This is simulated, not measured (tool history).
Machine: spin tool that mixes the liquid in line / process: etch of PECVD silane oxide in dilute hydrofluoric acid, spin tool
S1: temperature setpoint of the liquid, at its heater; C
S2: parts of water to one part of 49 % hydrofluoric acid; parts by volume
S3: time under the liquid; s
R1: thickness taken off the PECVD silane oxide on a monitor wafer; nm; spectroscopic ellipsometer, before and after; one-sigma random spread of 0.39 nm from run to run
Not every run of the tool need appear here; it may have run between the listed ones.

| run | hour | S1 | S2 | S3 | R1 |
|---|---|---|---|---|---|
| 1 | 0.0 | 23.0 | 40 | 55 | 25.415 |
| 2 | 5.0 | 25.5 | 35 | 55 | 32.568 |
| 3 | 8.7 | 27.5 | 35 | 55 | 35.415 |
| 4 | 15.4 | 25.0 | 35 | 55 | 31.730 |
| 5 | 21.9 | 23.0 | 35 | 55 | 28.904 |
| 6 | 28.6 | 23.0 | 35 | 40 | 21.141 |
| 7 | 33.6 | 25.5 | 30 | 45 | 30.841 |
| 8 | 35.4 | 27.0 | 25 | 50 | 44.617 |
| 9 | 37.2 | 28.0 | 25 | 50 | 46.474 |
| 10 | 41.6 | 29.0 | 25 | 50 | 48.186 |
| 11 | 43.8 | 29.5 | 25 | 50 | 49.314 |
| 12 | 50.0 | 30.0 | 25 | 50 | 50.467 |
| 13 | 51.6 | 30.5 | 25 | 50 | 51.123 |

Predict the results of run 14:
| 14 | 59.9 | 31.0 | 20 | 55 | ? |

{"run 14": {"R1": 72.842}}

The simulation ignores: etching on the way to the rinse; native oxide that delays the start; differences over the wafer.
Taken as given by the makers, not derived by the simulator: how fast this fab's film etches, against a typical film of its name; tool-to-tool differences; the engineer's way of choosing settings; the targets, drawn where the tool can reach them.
